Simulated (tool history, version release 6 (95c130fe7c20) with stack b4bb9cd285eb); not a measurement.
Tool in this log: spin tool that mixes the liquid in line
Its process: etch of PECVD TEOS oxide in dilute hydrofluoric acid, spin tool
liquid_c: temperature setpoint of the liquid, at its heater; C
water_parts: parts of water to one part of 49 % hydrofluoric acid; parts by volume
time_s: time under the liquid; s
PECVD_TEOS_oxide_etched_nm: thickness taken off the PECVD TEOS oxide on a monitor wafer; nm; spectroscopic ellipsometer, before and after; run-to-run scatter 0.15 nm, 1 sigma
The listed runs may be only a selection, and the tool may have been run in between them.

run	hour	liquid_c	water_parts	time_s	PECVD_TEOS_oxide_etched_nm
1	0	23	185	65	9.037
2	7.2	23	125	65	14.31
3	8.4	24	125	65	14.838
4	10.3	24.5	125	65	15.051
5	18.4	25	125	65	15.399
6	19.1	25.5	125	65	15.808
7	26.1	26	125	65	15.998
8	32.4	26	125	65	15.946

What will run 9 give?
9	33.6	26.5	125	65	?

PECVD_TEOS_oxide_etched_nm: 16.24 nm
